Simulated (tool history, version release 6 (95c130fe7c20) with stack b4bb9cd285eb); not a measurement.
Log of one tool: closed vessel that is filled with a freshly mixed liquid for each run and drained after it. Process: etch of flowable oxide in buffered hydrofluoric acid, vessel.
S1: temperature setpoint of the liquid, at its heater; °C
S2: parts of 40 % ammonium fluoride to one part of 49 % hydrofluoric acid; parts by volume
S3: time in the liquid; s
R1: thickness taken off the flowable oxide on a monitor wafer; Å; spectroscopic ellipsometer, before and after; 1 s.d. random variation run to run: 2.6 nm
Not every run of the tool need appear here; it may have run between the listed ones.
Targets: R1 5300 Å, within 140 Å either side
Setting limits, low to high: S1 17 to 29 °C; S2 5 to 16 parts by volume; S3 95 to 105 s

Run 1, hour 0: S1 21 °C, S2 9.5 parts by volume, S3 95 s. Result: R1 3218.4 Å.
Run 2, hour 6.1: S1 17.5 °C, S2 9.5 parts by volume, S3 95 s. Result: R1 2659.8 Å.
Run 3, hour 11.2: S1 17.5 °C, S2 7 parts by volume, S3 95 s. Result: R1 3587.7 Å.
Run 4, hour 14.1: S1 17 °C, S2 7 parts by volume, S3 95 s. Result: R1 3459.4 Å.
Run 5, hour 22.2: S1 18.5 °C, S2 7 parts by volume, S3 95 s. Result: R1 3822.9 Å.
Run 6, hour 25.3: S1 18.5 °C, S2 7 parts by volume, S3 105 s. Result: R1 4196.4 Å.
Run 7, hour 33.2: S1 19.5 °C, S2 7 parts by volume, S3 105 s. Result: R1 4432.3 Å.
Run 8, hour 39.1: S1 20 °C, S2 7 parts by volume, S3 105 s. Result: R1 4590.3 Å.
Run 9, hour 44.7: S1 20.5 °C, S2 7 parts by volume, S3 105 s. Result: R1 4717 Å.
Run 10, hour 46.3: S1 21 °C, S2 7 parts by volume, S3 105 s. Result: R1 4849.4 Å.
Run 11, hour 51.2: S1 21.5 °C, S2 7 parts by volume, S3 105 s. Result: R1 4973.4 Å.
Run 12, hour 57.3: S1 21.5 °C, S2 7 parts by volume, S3 105 s. Result: R1 4961.8 Å.
Run 13, hour 66: S1 22 °C, S2 7 parts by volume, S3 105 s. Result: R1 5164.2 Å.
Run 14, hour 70.7: S1 22 °C, S2 7 parts by volume, S3 105 s. Result: R1 5123.7 Å.

Exactly one of the 4 candidate moves below puts every result within its allowed miss. Which one?
Run A, hour 75.4: S1 25 °C, S2 8 parts by volume, S3 95 s. Result: R1 ?.
Run B, hour 75.4: S1 24.5 °C, S2 7.5 parts by volume, S3 95 s. Result: R1 ?.
Run C, hour 75.4: S1 24.5 °C, S2 7 parts by volume, S3 95 s. Result: R1 ?.
Run D, hour 75.4: S1 22.5 °C, S2 7.5 parts by volume, S3 105 s. Result: R1 ?.

move      R1
   A  4727.5
   B  4933.7
   C    5315
   D  4888.5
A: misses by more than the last run did
B: misses by more than the last run did
C: every result lands within tolerance
D: misses by more than the last run did
Go with C: it meets all targets.
